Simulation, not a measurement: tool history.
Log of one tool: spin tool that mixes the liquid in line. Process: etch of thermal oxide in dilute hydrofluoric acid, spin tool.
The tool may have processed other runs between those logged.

run  hour  temperature setpoint of the liquid (K)  parts of water to one part of 49 % hydrofluoric acid (parts by volume)  time under the liquid (s)  thickness taken off the thermal oxide on a monitor wafer (Å)
  1     0                                  295.15                                                                     180                         75                                                         17.73
  2   1.8                                  293.65                                                                     200                         75                                                        14.585
  3   6.8                                  292.65                                                                     210                         75                                                        13.508
  4  13.5                                  292.65                                                                     245                         75                                                        11.232
  5  16.4                                  292.15                                                                     245                         75                                                        10.861
  6  17.5                                  292.15                                                                     245                         75                                                        10.919
  7  25.1                                  292.15                                                                     245                         75                                                        10.909

For run 8, what comes out?
  8  31.8                                  291.65                                                                     245                         75                                                             ?

{"run 8": {"thickness taken off the thermal oxide on a monitor wafer (Å)": 10.634}}

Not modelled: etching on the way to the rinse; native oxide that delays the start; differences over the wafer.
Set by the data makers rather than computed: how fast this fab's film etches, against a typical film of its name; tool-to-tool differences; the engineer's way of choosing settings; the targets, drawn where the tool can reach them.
